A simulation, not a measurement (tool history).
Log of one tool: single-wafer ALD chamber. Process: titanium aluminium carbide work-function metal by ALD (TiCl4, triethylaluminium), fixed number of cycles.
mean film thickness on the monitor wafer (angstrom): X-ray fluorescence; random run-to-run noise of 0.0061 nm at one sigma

run,day,heater temperature setpoint (deg C),triethylaluminium pulse time (s),mean film thickness on the monitor wafer (angstrom)
1,0.000,290,15.27,19.725
2,0.267,292,15.44,19.982
3,0.471,282,15.44,19.141
4,0.700,282,12.79,19.063
5,0.721,286,13.03,19.342
6,0.746,289,13.33,19.498
7,0.871,292,13.72,20.016
8,0.904,294,13.75,20.071
9,1.004,296,13.87,20.234

What does the tool deliver on the next run?
10,1.238,297,13.97,?

mean film thickness on the monitor wafer (angstrom): 20.202
